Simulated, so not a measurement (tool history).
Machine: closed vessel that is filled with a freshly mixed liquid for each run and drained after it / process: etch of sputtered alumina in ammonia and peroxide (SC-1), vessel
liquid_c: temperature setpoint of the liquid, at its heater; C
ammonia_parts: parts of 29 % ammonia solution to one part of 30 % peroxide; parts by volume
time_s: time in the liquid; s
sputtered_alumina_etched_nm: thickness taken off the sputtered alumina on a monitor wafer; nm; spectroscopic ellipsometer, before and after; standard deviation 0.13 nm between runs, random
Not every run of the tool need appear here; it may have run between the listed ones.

Run 1, day 0.000: liquid_c 50.0 C, ammonia_parts 0.65 parts by volume, time_s 345 s. Result: sputtered_alumina_etched_nm 23.811 nm.
Run 2, day 0.167: liquid_c 50.0 C, ammonia_parts 0.50 parts by volume, time_s 345 s. Result: sputtered_alumina_etched_nm 23.491 nm.
Run 3, day 0.533: liquid_c 50.0 C, ammonia_parts 0.40 parts by volume, time_s 345 s. Result: sputtered_alumina_etched_nm 22.545 nm.
Run 4, day 0.804: liquid_c 48.5 C, ammonia_parts 0.40 parts by volume, time_s 345 s. Result: sputtered_alumina_etched_nm 20.886 nm.
Run 5, day 1.162: liquid_c 47.5 C, ammonia_parts 0.40 parts by volume, time_s 345 s. Result: sputtered_alumina_etched_nm 19.954 nm.
Run 6, day 1.296: liquid_c 47.5 C, ammonia_parts 0.40 parts by volume, time_s 365 s. Result: sputtered_alumina_etched_nm 20.852 nm.
Run 7, day 1.642: liquid_c 46.5 C, ammonia_parts 0.40 parts by volume, time_s 365 s. Result: sputtered_alumina_etched_nm 19.712 nm.

What will run 8 give?
Run 8, day 1.992: liquid_c 46.0 C, ammonia_parts 0.40 parts by volume, time_s 365 s. Result: sputtered_alumina_etched_nm ?.

{"run 8": {"sputtered_alumina_etched_nm": 19.28}}
